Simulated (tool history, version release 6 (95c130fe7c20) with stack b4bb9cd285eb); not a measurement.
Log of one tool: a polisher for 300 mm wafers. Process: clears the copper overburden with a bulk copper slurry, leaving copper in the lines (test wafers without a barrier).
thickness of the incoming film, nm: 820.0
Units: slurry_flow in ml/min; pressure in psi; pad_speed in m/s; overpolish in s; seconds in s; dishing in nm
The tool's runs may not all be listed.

run	hour	slurry_flow	pressure	pad_speed	slurry_solids	overpolish	seconds	dishing
1	0	200	2.6	0.92	1	29	93.819	110.05
2	0.9	200	3.1	0.92	1	29	82.977	124.38
3	5.7	200	3.1	0.92	1	21	81.334	107.37
4	13.5	200	3.4	1	1	24	69.273	129.81
5	18.5	200	2.9	1	1	24	79.853	116.62
6	26.1	150	2.9	1	1	24	82.174	114.43
7	34.3	155	3.6	1.1	1	31	62.581	154.81

The next listed run, before its measurement:
8	37.8	155	3.7	1.14	1	30	?	?

{"run 8": {"seconds": 58.193, "dishing": 154.89}}
